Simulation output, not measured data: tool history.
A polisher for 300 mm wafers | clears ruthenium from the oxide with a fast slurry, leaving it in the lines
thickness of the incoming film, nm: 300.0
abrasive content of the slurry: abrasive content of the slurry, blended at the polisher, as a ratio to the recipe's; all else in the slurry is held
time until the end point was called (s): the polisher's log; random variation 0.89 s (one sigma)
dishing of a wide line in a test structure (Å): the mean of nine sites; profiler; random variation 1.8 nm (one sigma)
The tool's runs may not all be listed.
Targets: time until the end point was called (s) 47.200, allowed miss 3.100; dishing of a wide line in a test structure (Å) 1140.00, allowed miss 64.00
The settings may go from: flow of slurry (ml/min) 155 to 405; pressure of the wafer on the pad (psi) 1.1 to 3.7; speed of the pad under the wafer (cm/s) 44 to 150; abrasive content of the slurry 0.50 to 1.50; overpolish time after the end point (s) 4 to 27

| run | day | flow of slurry (ml/min) | pressure of the wafer on the pad (psi) | speed of the pad under the wafer (cm/s) | abrasive content of the slurry | overpolish time after the end point (s) | time until the end point was called (s) | dishing of a wide line in a test structure (Å) |
|---|---|---|---|---|---|---|---|---|
| 1 | 0.000 | 260 | 2.4 | 96 | 1.00 | 14 | 71.937 | 506.93 |
| 2 | 0.108 | 285 | 2.4 | 96 | 1.00 | 14 | 74.755 | 518.19 |
| 3 | 0.329 | 285 | 2.4 | 96 | 1.00 | 11 | 71.888 | 408.14 |
| 4 | 0.654 | 285 | 2.6 | 104 | 1.00 | 13 | 61.677 | 574.25 |
| 5 | 0.750 | 285 | 2.6 | 104 | 1.20 | 13 | 56.820 | 581.78 |
| 6 | 0.812 | 285 | 2.6 | 104 | 1.40 | 13 | 56.350 | 614.58 |
| 7 | 1.054 | 285 | 2.7 | 104 | 1.40 | 15 | 52.648 | 727.60 |
| 8 | 1.350 | 285 | 2.7 | 104 | 1.40 | 17 | 51.720 | 825.07 |
| 9 | 1.496 | 285 | 2.7 | 104 | 1.40 | 18 | 51.498 | 840.09 |
| 10 | 1.812 | 285 | 2.7 | 104 | 1.40 | 19 | 53.940 | 881.95 |

4 next moves are on the table. One of them brings every result within its allowed miss. Which?
| A | 2.129 | 245 | 2.6 | 106 | 1.40 | 27 | ? | ? |
| B | 2.129 | 265 | 2.8 | 112 | 1.40 | 24 | ? | ? |
| C | 2.129 | 250 | 2.6 | 124 | 1.35 | 27 | ? | ? |
| D | 2.129 | 260 | 2.7 | 114 | 1.50 | 21 | ? | ? |

| move | time until the end point was called (s) | dishing of a wide line in a test structure (Å) |
|---|---|---|
| A | 52.405 | 1127.50 |
| B | 45.875 | 1140.20 |
| C | 45.502 | 1248.40 |
| D | 45.646 | 1035.50 |
A: brings the result that was furthest off to its target, and leaves another outside
B: meets every target
C: takes the result that was furthest off past its target
D: nearer than the last run, and not there yet
Answer: B

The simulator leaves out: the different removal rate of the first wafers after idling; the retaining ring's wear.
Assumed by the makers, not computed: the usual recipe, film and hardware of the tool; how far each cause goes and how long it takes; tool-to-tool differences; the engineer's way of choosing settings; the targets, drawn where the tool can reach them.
